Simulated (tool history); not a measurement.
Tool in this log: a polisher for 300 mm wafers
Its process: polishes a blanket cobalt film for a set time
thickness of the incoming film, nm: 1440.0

run	hour	flow of slurry (ml/min)	pressure of the wafer on the pad (psi)	speed of the pad under the wafer (m/s)	polishing time (s)	film removed (nm)
1	0.0	200	2.2	0.94	52	298.26
2	1.5	200	1.7	0.94	52	233.86
3	8.9	175	1.7	0.94	52	227.73
4	14.7	145	1.7	0.94	52	223.09
5	21.3	145	1.5	0.90	52	188.97
6	25.4	145	1.5	1.06	52	222.80

Forecast run 7:
7	31.4	140	1.4	1.00	52	?

Logged for run 7: film removed (nm) 194.12.

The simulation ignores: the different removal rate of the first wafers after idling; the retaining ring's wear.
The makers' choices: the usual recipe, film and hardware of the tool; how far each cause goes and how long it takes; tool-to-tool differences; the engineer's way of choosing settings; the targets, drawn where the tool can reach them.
